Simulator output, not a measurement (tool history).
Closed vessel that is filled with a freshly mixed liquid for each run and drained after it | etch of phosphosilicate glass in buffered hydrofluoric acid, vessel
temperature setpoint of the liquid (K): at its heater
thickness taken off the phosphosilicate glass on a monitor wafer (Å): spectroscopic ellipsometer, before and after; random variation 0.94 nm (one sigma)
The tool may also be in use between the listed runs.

| run | hour | temperature setpoint of the liquid (K) | parts of 40 % ammonium fluoride to one part of 49 % hydrofluoric acid (parts by volume) | time in the liquid (s) | thickness taken off the phosphosilicate glass on a monitor wafer (Å) |
|---|---|---|---|---|---|
| 1 | 0.0 | 295.15 | 19.5 | 100 | 2555.9 |
| 2 | 7.0 | 294.65 | 20.5 | 100 | 2407.2 |
| 3 | 16.3 | 294.15 | 21.5 | 100 | 2204.5 |
| 4 | 20.1 | 294.15 | 18.0 | 100 | 2634.1 |
| 5 | 24.6 | 294.15 | 18.0 | 105 | 2715.2 |
| 6 | 31.1 | 293.65 | 19.0 | 105 | 2505.7 |
| 7 | 34.8 | 293.15 | 20.0 | 105 | 2366.1 |
| 8 | 37.2 | 290.15 | 26.5 | 105 | 1616.9 |
| 9 | 38.6 | 290.15 | 27.0 | 105 | 1621.0 |
| 10 | 42.3 | 290.15 | 27.5 | 105 | 1575.9 |

The next listed run, before its measurement:
| 11 | 45.3 | 290.15 | 30.0 | 105 | ? |

{"run 11": {"thickness taken off the phosphosilicate glass on a monitor wafer (Å)": 1475.3}}

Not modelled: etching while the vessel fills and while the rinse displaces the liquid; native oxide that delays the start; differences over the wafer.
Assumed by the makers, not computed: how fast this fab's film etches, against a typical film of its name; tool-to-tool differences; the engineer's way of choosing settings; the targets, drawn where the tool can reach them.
